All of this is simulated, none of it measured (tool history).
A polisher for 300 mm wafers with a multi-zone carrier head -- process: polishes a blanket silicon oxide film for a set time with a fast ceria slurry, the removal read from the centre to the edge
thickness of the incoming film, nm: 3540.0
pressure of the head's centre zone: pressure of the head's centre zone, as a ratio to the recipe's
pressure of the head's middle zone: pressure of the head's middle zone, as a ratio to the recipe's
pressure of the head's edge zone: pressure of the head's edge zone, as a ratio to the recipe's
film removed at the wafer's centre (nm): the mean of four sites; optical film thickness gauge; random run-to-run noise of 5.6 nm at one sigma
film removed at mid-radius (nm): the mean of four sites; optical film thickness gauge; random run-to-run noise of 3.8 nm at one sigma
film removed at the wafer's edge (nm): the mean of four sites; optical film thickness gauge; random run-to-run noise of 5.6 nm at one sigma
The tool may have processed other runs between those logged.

| run | hour | flow of slurry (ml/min) | pressure of the head's centre zone | pressure of the head's middle zone | pressure of the head's edge zone | polishing time (s) | film removed at the wafer's centre (nm) | film removed at mid-radius (nm) | film removed at the wafer's edge (nm) |
|---|---|---|---|---|---|---|---|---|---|
| 1 | 0 | 120 | 1 | 1 | 1 | 52 | 711.3 | 707.44 | 699.91 |
| 2 | 2.6 | 120 | 1 | 1 | 0.95 | 52 | 707.61 | 702.29 | 681.03 |
| 3 | 11.3 | 120 | 1.06 | 1 | 0.95 | 52 | 737.43 | 705.74 | 665.2 |
| 4 | 17.9 | 115 | 1.04 | 0.99 | 0.94 | 48 | 672.29 | 638.41 | 617.49 |
| 5 | 26.1 | 115 | 1.04 | 1.07 | 0.94 | 48 | 668.63 | 681.56 | 615.03 |
| 6 | 31.7 | 110 | 1.02 | 1.05 | 0.93 | 45 | 614.76 | 617.71 | 566.4 |

The next listed run, before its measurement:
| 7 | 32.9 | 105 | 0.99 | 1.03 | 0.92 | 43 | ? | ? | ? |

Run 7 yielded film removed at the wafer's centre (nm) 551.01, film removed at mid-radius (nm) 578.78, film removed at the wafer's edge (nm) 530.8.

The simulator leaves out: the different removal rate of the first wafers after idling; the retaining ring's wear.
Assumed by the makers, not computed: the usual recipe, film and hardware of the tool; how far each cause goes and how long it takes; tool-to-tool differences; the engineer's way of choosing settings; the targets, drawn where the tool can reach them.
